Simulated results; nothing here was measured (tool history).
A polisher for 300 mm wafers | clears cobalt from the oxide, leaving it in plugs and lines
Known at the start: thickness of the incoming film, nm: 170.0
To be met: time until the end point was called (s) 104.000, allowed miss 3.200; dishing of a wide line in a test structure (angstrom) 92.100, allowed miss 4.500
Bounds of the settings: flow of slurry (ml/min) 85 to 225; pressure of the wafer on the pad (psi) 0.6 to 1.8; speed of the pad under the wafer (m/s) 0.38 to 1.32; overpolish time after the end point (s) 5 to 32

run	day	flow of slurry (ml/min)	pressure of the wafer on the pad (psi)	speed of the pad under the wafer (m/s)	overpolish time after the end point (s)	time until the end point was called (s)	dishing of a wide line in a test structure (angstrom)
1	0.000	145	1.2	0.84	16	73.431	291.150
2	0.325	150	1.0	0.84	13	86.530	224.330
3	0.571	135	1.0	0.84	13	87.217	216.970
4	0.688	120	1.0	0.82	11	92.766	180.520
5	0.812	120	1.0	0.82	18	92.558	284.340
# day 1.112: worn pad replaced by a new one
6	1.112	110	1.1	0.72	14	90.834	221.520
7	1.396	105	1.1	0.68	11	96.439	171.290
8	1.683	85	1.3	0.48	5	118.060	68.032
9	1.942	95	1.3	0.50	6	114.690	82.740
10	2.296	115	1.4	0.50	5	100.880	78.210
11	2.571	90	1.4	0.52	8	101.650	121.240
12	2.679	105	1.4	0.52	8	99.502	127.240
13	2.862	110	1.4	0.52	7	99.097	112.950
14	2.946	110	1.4	0.52	7	98.043	114.390
15	3.221	105	1.3	0.52	5	107.990	75.671

Which of these 4 next moves meets every target?
A	3.496	125	1.2	0.56	6	?	?
B	3.496	140	1.2	0.50	7	?	?
C	3.496	110	1.1	0.58	6	?	?
D	3.496	135	1.3	0.48	6	?	?

move	time until the end point was called (s)	dishing of a wide line in a test structure (angstrom)
A	104.610	90.394
B	114.730	95.867
C	112.110	84.653
D	110.900	85.538
A: meets every target
B: brings the result that was furthest off to its target, and leaves another outside
C: nearer than the last run, and not there yet
D: nearer than the last run, and not there yet
Move A is the one to make.
